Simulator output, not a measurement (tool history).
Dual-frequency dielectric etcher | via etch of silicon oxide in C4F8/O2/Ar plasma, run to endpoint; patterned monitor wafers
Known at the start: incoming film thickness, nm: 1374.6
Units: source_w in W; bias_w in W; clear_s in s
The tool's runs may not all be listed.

run 1 hour=0 | source_w=2250 bias_w=2520 | clear_s=255.45
run 2 hour=2 | source_w=2570 bias_w=2520 | clear_s=239.9
run 3 hour=2.7 | source_w=2570 bias_w=2829 | clear_s=227.06
run 4 hour=4.6 | source_w=2390 bias_w=2829 | clear_s=239.36
run 5 hour=7.5 | source_w=2060 bias_w=2829 | clear_s=251.85
run 6 hour=13.1 | source_w=1890 bias_w=2631 | clear_s=267.12
run 7 hour=14.4 | source_w=1760 bias_w=2464 | clear_s=280.65
run 8 hour=16.2 | source_w=1660 bias_w=2345 | clear_s=295.93
run 9 hour=17.5 | source_w=1600 bias_w=2291 | clear_s=305.83
run 10 hour=25.7 | source_w=1600 bias_w=2291 | clear_s=309.67

Run 11 comes next. What will it give?
run 11 hour=26.6 | source_w=1560 bias_w=2279 | clear_s=?

{"run 11": {"clear_s": 307.5}}
